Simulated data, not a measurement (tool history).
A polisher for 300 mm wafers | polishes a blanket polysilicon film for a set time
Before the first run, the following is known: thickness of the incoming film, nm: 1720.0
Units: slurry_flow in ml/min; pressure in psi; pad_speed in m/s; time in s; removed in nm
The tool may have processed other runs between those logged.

{"run": 1, "day": 0.0, "slurry_flow": 140, "pressure": 3.4, "pad_speed": 0.84, "time": 29, "removed": 206.66}
{"run": 2, "day": 0.096, "slurry_flow": 120, "pressure": 3.4, "pad_speed": 0.84, "time": 29, "removed": 197.03}
{"run": 3, "day": 0.412, "slurry_flow": 120, "pressure": 3.4, "pad_speed": 0.84, "time": 29, "removed": 196.16}
{"run": 4, "day": 0.767, "slurry_flow": 95, "pressure": 3.4, "pad_speed": 0.84, "time": 29, "removed": 183.77}
{"run": 5, "day": 1.038, "slurry_flow": 95, "pressure": 3.4, "pad_speed": 0.64, "time": 29, "removed": 146.41}
{"run": 6, "day": 1.142, "slurry_flow": 95, "pressure": 3.4, "pad_speed": 0.74, "time": 29, "removed": 166.42}
{"run": 7, "day": 1.321, "slurry_flow": 115, "pressure": 3.9, "pad_speed": 0.74, "time": 29, "removed": 189.65}
{"run": 8, "day": 1.583, "slurry_flow": 115, "pressure": 4.9, "pad_speed": 0.94, "time": 29, "removed": 277.81}
{"run": 9, "day": 1.75, "slurry_flow": 125, "pressure": 5, "pad_speed": 0.94, "time": 29, "removed": 292.1}

Forecast run 10:
{"run": 10, "day": 1.838, "slurry_flow": 135, "pressure": 5.1, "pad_speed": 0.94, "time": 29, "removed": "?"}

Run 10 measured removed 308.66 nm.

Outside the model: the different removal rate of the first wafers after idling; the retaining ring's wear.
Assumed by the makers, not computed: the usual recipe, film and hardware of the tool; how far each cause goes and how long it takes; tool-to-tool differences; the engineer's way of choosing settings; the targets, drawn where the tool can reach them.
